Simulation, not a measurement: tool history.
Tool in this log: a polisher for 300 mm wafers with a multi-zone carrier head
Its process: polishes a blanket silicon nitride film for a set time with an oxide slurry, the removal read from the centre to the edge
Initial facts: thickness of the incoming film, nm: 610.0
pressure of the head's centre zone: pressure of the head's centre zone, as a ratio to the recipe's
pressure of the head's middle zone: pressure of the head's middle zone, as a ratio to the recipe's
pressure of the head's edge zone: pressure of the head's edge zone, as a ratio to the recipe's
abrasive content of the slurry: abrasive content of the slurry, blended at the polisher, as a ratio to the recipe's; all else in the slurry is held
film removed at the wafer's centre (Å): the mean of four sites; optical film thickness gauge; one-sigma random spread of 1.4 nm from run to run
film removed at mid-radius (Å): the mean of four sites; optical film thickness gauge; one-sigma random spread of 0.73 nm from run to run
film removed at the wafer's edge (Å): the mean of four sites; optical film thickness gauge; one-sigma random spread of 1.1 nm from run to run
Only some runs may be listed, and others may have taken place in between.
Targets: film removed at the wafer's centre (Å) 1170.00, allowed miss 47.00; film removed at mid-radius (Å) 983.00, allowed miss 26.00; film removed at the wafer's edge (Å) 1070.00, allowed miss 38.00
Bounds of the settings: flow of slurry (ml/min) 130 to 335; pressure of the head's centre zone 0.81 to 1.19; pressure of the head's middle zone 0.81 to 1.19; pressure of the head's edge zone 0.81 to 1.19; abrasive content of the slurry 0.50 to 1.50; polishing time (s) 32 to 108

run,day,flow of slurry (ml/min),pressure of the head's centre zone,pressure of the head's middle zone,pressure of the head's edge zone,abrasive content of the slurry,polishing time (s),film removed at the wafer's centre (Å),film removed at mid-radius (Å),film removed at the wafer's edge (Å)
1,0.000,215,1.00,1.00,1.00,1.00,70,563.51,579.71,574.44
2,0.088,215,1.00,1.00,1.00,1.10,70,622.38,616.00,614.08
3,0.254,270,1.00,1.00,1.00,1.10,70,625.38,627.90,630.62
4,0.475,270,1.00,1.00,1.00,0.95,70,573.95,581.57,570.73
5,0.575,220,1.00,1.00,1.00,0.95,70,562.52,556.69,556.66
6,0.771,225,1.03,1.00,1.02,1.05,72,647.81,623.84,624.07
7,0.967,230,1.04,1.00,1.05,1.10,73,679.01,654.40,649.20
8,1.296,235,1.05,0.98,1.06,1.15,76,737.81,693.69,719.82
9,1.362,240,1.07,0.98,1.07,1.20,77,767.93,716.95,737.20
10,1.442,240,1.08,0.97,1.08,1.25,79,827.83,749.47,795.63
11,1.754,245,1.09,0.97,1.09,1.30,80,843.94,780.74,804.15
12,2.121,245,1.10,0.96,1.10,1.35,82,900.20,802.23,851.79
13,2.175,245,1.11,0.96,1.11,1.35,83,926.23,814.55,843.28
14,2.504,245,1.11,0.95,1.12,1.35,85,935.69,833.52,893.05
15,2.575,245,1.12,0.95,1.13,1.35,86,965.29,836.78,897.91
16,2.783,245,1.12,0.95,1.13,1.35,87,967.55,852.10,915.44
# day 2.946: worn pad replaced by a new one
17,2.946,245,1.13,0.95,1.14,1.35,88,1109.20,939.71,1022.60
18,3.046,250,1.14,0.96,1.16,1.35,88,1119.80,971.25,1045.90

Next run, 5 choices. One meets every target within its allowed miss, the rest don't. Which?
A,3.146,260,1.11,0.92,1.19,1.35,87,?,?,?
B,3.146,195,1.17,0.95,1.14,1.30,96,?,?,?
C,3.146,250,1.15,0.83,1.14,1.40,89,?,?,?
D,3.146,230,1.17,0.83,1.17,1.40,90,?,?,?
E,3.146,240,1.10,0.87,1.19,1.50,86,?,?,?

move,film removed at the wafer's centre (Å),film removed at mid-radius (Å),film removed at the wafer's edge (Å)
A,1093.50,936.05,1045.10
B,1194.50,987.89,1074.30
C,1172.10,927.41,1060.00
D,1191.60,927.59,1077.60
E,1109.60,936.95,1074.50
A: further off than the last run
B: every result lands within tolerance
C: the worst result of the last run now meets its target, but another is out of spec
D: the worst result of the last run now meets its target, but another is out of spec
E: further off than the last run
Go with B: it meets all targets.

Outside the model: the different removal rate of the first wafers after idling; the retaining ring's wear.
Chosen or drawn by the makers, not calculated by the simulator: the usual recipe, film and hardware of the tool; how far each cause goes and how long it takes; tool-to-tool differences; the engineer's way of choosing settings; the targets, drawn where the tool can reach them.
